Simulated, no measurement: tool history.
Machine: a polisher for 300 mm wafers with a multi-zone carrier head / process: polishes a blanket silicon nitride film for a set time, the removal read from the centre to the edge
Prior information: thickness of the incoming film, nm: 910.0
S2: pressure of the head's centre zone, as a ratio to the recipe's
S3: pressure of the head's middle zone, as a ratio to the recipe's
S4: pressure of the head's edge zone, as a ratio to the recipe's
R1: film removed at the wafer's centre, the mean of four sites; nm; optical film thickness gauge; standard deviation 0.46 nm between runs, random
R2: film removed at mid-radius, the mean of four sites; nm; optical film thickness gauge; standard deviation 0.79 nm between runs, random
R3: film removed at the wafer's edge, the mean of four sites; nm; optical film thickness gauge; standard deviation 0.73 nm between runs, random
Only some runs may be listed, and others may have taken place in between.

run 1 day=0 | flow_of_slurry_(ml/min)=165 S2=1 S3=1 S4=1 polishing_time_(s)=32 | R1=67.879 R2=68.496 R3=70.857
run 2 day=0.117 | flow_of_slurry_(ml/min)=165 S2=1 S3=1 S4=1 polishing_time_(s)=26 | R1=55.139 R2=55.992 R3=56.403
run 3 day=0.225 | flow_of_slurry_(ml/min)=165 S2=1 S3=1 S4=1 polishing_time_(s)=20 | R1=42.627 R2=42.848 R3=44.366
run 4 day=0.404 | flow_of_slurry_(ml/min)=165 S2=1 S3=1 S4=0.96 polishing_time_(s)=20 | R1=43.21 R2=43.604 R3=43.473
run 5 day=0.6 | flow_of_slurry_(ml/min)=165 S2=1.07 S3=1 S4=0.96 polishing_time_(s)=20 | R1=45.688 R2=43.667 R3=43.862
run 6 day=0.621 | flow_of_slurry_(ml/min)=170 S2=1.05 S3=1.01 S4=1.01 polishing_time_(s)=21 | R1=46.336 R2=45.754 R3=46.706

Run 7 is up next; what results do you expect?
run 7 day=0.883 | flow_of_slurry_(ml/min)=180 S2=1.04 S3=1.02 S4=1.05 polishing_time_(s)=22 | R1=? R2=? R3=?

R1: 49.783 nm
R2: 47.978 nm
R3: 50.18 nm
